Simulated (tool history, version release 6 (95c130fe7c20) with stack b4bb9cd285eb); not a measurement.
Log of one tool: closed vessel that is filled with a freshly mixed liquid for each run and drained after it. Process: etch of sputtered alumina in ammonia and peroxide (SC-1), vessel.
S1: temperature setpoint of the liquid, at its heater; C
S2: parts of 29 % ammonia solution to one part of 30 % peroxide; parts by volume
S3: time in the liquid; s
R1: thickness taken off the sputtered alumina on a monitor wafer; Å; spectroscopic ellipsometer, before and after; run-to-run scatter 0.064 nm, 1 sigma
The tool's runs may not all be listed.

run	hour	S1	S2	S3	R1
1	0	48	0.55	535	157.7
2	5.1	48	0.35	535	149.69
3	7.6	48	0.35	535	150.43
4	12.8	48	0.35	535	150.2
5	22.2	52.5	0.35	535	193.69
6	23.5	50.5	0.35	535	173.95
7	27.8	49	0.35	535	161.65
8	35.6	47.5	0.35	535	147.06
9	39.2	46	0.35	535	135.59
10	48.1	45	0.35	535	127.78
11	54.9	45	0.35	535	127.17
12	61.7	44	0.35	535	121.5
13	63.3	43	0.35	535	113.84
14	65.2	42.5	0.35	535	110.22
15	71.7	42	0.35	535	106.83
16	80.5	41.5	0.35	535	103.39

Forecast run 17:
17	81.5	41	0.35	535	?

Run 17 came out at R1 102.1 Å.

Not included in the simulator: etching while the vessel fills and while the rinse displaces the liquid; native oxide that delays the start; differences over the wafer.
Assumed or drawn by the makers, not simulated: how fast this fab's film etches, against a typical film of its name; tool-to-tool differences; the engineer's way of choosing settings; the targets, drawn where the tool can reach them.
